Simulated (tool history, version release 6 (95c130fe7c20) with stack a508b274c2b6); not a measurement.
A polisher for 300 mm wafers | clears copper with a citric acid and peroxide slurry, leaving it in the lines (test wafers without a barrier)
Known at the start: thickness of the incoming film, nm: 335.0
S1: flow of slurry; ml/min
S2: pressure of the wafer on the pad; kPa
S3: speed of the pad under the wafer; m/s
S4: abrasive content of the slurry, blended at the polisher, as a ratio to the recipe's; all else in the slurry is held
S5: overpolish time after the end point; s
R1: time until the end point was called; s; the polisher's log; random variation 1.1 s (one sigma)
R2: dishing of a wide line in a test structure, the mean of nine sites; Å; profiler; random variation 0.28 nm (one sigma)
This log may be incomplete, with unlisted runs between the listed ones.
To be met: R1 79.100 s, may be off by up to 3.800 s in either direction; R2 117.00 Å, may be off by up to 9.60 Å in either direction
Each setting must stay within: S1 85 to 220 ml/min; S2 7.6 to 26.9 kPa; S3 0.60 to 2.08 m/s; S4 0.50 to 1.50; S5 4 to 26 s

run  hour   S1    S2    S3    S4  S5       R1      R2
  1   0.0  140  17.2  1.34  1.00  13  112.500  240.78
  2   8.2  140  17.2  1.36  1.00  12  113.260  222.47
  3  14.2  140  17.2  1.40  1.00  11  110.780  214.07
  4  18.4  140  15.2  1.40  1.00  11  121.730  203.79
  5  19.1  140  12.4  1.40  1.00  11  139.300  164.28
  6  23.5  165  12.4  1.40  1.00  11  136.910  174.30
  7  29.4  155  12.4  1.48  1.05  10  130.390  165.99
  8  31.2  145  12.4  1.56  1.10   9  125.460  158.77
  9  38.4  135  12.4  1.62  1.15   8  121.750  151.66

Of the 5 settings listed for the next run, only one would bring every result within its allowed miss of target. Which one?
  A  45.6  115   8.3  1.18  1.00  18   ?   ?
  B  45.6  160  15.2  1.62  1.15   8   ?   ?
  C  45.6  150  17.2  1.98  1.10   4   ?   ?
  D  45.6  140   7.6  1.12  1.30  23   ?   ?
  E  45.6  135  10.3  1.16  1.10  20   ?   ?

move       R1      R2
   A  221.660  178.54
   B  103.750  172.74
   C   81.018  116.56
   D  223.080  216.82
   E  184.650  227.34
A: further off than the last run
B: moves toward the targets from the last run without getting all of them in spec
C: all results in spec
D: further off than the last run
E: further off than the last run
C is the move that brings every result within its allowed miss.
